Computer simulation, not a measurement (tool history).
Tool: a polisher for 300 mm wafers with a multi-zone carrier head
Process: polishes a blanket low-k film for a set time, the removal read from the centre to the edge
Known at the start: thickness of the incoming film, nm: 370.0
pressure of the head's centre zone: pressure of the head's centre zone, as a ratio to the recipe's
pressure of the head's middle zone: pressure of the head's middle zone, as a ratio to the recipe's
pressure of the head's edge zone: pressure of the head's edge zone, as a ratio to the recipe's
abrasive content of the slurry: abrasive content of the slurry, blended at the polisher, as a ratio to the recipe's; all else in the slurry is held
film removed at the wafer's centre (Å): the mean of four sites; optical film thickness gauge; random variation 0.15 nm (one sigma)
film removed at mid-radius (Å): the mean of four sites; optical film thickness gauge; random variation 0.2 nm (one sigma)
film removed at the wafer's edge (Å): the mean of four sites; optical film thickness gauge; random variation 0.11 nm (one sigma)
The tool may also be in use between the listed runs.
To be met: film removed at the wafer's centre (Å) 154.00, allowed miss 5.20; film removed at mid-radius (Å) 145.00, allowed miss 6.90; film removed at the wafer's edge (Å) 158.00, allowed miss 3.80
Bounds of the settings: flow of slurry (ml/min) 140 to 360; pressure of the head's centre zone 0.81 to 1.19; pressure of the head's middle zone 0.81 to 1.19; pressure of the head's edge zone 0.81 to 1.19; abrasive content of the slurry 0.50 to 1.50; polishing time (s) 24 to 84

| run | hour | flow of slurry (ml/min) | pressure of the head's centre zone | pressure of the head's middle zone | pressure of the head's edge zone | abrasive content of the slurry | polishing time (s) | film removed at the wafer's centre (Å) | film removed at mid-radius (Å) | film removed at the wafer's edge (Å) |
|---|---|---|---|---|---|---|---|---|---|---|
| 1 | 0.0 | 230 | 1.00 | 1.00 | 1.00 | 1.00 | 54 | 255.91 | 239.58 | 242.12 |
| 2 | 0.8 | 230 | 1.00 | 1.07 | 1.00 | 1.00 | 54 | 257.33 | 251.24 | 242.82 |
| 3 | 8.6 | 190 | 1.00 | 1.07 | 1.00 | 1.00 | 54 | 248.53 | 243.77 | 241.35 |
| 4 | 11.4 | 190 | 1.00 | 1.07 | 1.00 | 1.00 | 49 | 219.97 | 220.90 | 215.94 |
| 5 | 16.8 | 190 | 1.00 | 1.07 | 1.00 | 0.90 | 49 | 216.20 | 210.70 | 209.85 |
| 6 | 21.6 | 190 | 0.99 | 1.05 | 0.99 | 0.85 | 48 | 203.54 | 195.93 | 199.50 |
| 7 | 26.5 | 190 | 0.98 | 1.04 | 0.98 | 0.80 | 48 | 199.84 | 190.32 | 196.41 |
| 8 | 27.2 | 190 | 0.97 | 1.03 | 0.97 | 0.75 | 47 | 187.18 | 182.84 | 185.47 |
| 9 | 32.6 | 185 | 0.96 | 1.01 | 0.96 | 0.70 | 47 | 178.22 | 175.99 | 178.05 |
| 10 | 35.8 | 180 | 0.96 | 0.99 | 0.96 | 0.70 | 47 | 180.39 | 175.74 | 178.28 |
| 11 | 40.6 | 180 | 0.96 | 0.98 | 0.97 | 0.65 | 47 | 174.02 | 167.64 | 173.41 |
| 12 | 48.4 | 175 | 0.96 | 0.96 | 0.97 | 0.65 | 47 | 173.51 | 168.89 | 173.06 |
| 13 | 52.6 | 180 | 0.96 | 0.95 | 0.98 | 0.65 | 47 | 174.42 | 165.86 | 174.22 |
| 14 | 55.2 | 180 | 0.96 | 0.95 | 0.98 | 0.65 | 47 | 172.65 | 162.00 | 177.01 |

4 next moves are on the table. One of them brings every result within its allowed miss. Which?
| A | 57.8 | 180 | 1.05 | 0.86 | 0.82 | 0.70 | 46 | ? | ? | ? |
| B | 57.8 | 155 | 0.92 | 0.90 | 0.89 | 0.55 | 48 | ? | ? | ? |
| C | 57.8 | 140 | 0.90 | 0.94 | 0.94 | 0.65 | 43 | ? | ? | ? |
| D | 57.8 | 215 | 1.06 | 0.87 | 1.01 | 0.65 | 42 | ? | ? | ? |

| move | film removed at the wafer's centre (Å) | film removed at mid-radius (Å) | film removed at the wafer's edge (Å) |
|---|---|---|---|
| A | 189.20 | 151.67 | 163.72 |
| B | 153.33 | 145.98 | 158.53 |
| C | 140.72 | 142.05 | 153.50 |
| D | 174.02 | 139.00 | 162.73 |
A: further off than the last run
B: meets every target
C: takes the result that was furthest off past its target
D: nearer than the last run, and not there yet
The right move is B.
